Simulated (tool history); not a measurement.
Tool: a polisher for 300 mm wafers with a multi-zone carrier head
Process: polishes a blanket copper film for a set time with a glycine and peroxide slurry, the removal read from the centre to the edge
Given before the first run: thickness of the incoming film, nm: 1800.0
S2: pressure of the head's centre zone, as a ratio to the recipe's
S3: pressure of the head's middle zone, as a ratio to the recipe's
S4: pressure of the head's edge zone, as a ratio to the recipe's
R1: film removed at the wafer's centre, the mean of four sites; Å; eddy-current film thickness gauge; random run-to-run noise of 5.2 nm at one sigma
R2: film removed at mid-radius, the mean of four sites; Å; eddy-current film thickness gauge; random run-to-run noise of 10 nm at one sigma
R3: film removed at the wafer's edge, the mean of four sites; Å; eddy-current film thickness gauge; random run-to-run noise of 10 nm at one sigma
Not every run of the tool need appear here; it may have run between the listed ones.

run 1 hour=0.0 | flow_of_slurry_(ml/min)=220 S2=1.00 S3=1.00 S4=1.00 polishing_time_(s)=82 | R1=5885.6 R2=6086.7 R3=5996.8
run 2 hour=4.5 | flow_of_slurry_(ml/min)=220 S2=1.01 S3=1.00 S4=1.02 polishing_time_(s)=85 | R1=6116.1 R2=6324.7 R3=6423.2
run 3 hour=6.4 | flow_of_slurry_(ml/min)=220 S2=1.01 S3=1.00 S4=1.02 polishing_time_(s)=75 | R1=5419.3 R2=5439.9 R3=5519.5
run 4 hour=10.9 | flow_of_slurry_(ml/min)=220 S2=1.01 S3=1.00 S4=1.02 polishing_time_(s)=59 | R1=4234.7 R2=4247.1 R3=4310.3
run 5 hour=14.0 | flow_of_slurry_(ml/min)=225 S2=1.02 S3=1.01 S4=1.04 polishing_time_(s)=64 | R1=4659.9 R2=4708.5 R3=4865.0
run 6 hour=18.4 | flow_of_slurry_(ml/min)=225 S2=1.02 S3=0.93 S4=1.04 polishing_time_(s)=64 | R1=4702.6 R2=4432.9 R3=4726.6
run 7 hour=24.7 | flow_of_slurry_(ml/min)=235 S2=1.04 S3=0.96 S4=1.06 polishing_time_(s)=68 | R1=5108.2 R2=4987.4 R3=5084.0
run 8 hour=29.2 | flow_of_slurry_(ml/min)=220 S2=1.05 S3=0.97 S4=1.08 polishing_time_(s)=72 | R1=5391.6 R2=5215.6 R3=5534.9
run 9 hour=37.1 | flow_of_slurry_(ml/min)=220 S2=1.07 S3=0.98 S4=1.10 polishing_time_(s)=75 | R1=5672.4 R2=5530.8 R3=5644.8
run 10 hour=37.8 | flow_of_slurry_(ml/min)=220 S2=1.07 S3=0.97 S4=1.11 polishing_time_(s)=78 | R1=5942.6 R2=5578.0 R3=5911.3
run 11 hour=44.8 | flow_of_slurry_(ml/min)=235 S2=1.04 S3=1.05 S4=1.19 polishing_time_(s)=101 | R1=7535.7 R2=7722.4 R3=7968.1

Run 12, settings as shown, results not yet in. Your forecast:
run 12 hour=49.9 | flow_of_slurry_(ml/min)=235 S2=1.04 S3=1.04 S4=1.19 polishing_time_(s)=101 | R1=? R2=? R3=?

{"run 12": {"R1": 7571.2, "R2": 7679.8, "R3": 8032.5}}

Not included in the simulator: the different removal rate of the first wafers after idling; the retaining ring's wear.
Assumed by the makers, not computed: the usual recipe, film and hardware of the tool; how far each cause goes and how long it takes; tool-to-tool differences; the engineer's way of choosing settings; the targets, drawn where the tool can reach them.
